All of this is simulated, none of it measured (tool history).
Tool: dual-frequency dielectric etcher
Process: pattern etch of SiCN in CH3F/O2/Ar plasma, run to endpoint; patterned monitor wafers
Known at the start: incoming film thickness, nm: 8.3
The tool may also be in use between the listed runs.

run	hour	source power (W)	bias power (W)	endpoint time (s)
1	0.0	470	80	18.209
2	5.3	440	79	18.525
3	7.4	440	87	18.019
4	14.0	420	85	18.429
5	15.4	390	85	18.929
6	22.0	370	84	19.242
7	22.9	360	83	19.459

Run 8 comes next. What will it give?
8	27.3	350	82	?

endpoint time (s): 19.804

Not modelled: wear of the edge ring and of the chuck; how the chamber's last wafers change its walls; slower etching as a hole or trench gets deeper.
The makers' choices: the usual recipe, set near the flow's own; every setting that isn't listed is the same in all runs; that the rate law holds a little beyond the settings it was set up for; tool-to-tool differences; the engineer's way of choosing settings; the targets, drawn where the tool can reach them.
